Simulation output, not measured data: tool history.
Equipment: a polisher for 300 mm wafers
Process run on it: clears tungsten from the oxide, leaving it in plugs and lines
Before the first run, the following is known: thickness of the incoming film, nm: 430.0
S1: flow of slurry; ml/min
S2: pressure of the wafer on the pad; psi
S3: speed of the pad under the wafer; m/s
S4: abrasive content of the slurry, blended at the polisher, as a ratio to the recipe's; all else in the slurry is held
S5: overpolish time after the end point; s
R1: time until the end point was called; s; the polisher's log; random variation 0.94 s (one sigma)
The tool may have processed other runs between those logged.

run,hour,S1,S2,S3,S4,S5,R1
1,0.0,175,4.5,1.42,1.0,17,63.305
2,1.3,175,3.5,1.42,1.0,17,77.844
3,7.8,175,3.5,1.62,1.0,17,67.669
4,8.7,215,3.5,1.62,1.0,17,66.097
5,12.1,215,3.2,1.60,1.0,17,71.662
6,17.8,215,3.2,1.44,1.0,17,77.925
7,26.3,210,3.0,1.44,1.0,17,83.744
8,34.2,210,2.9,1.44,1.0,17,85.352
9,39.2,210,2.8,1.44,1.0,17,89.214

The next listed run, before its measurement:
10,43.0,200,2.7,1.44,1.0,17,?

{"run 10": {"R1": 89.899}}
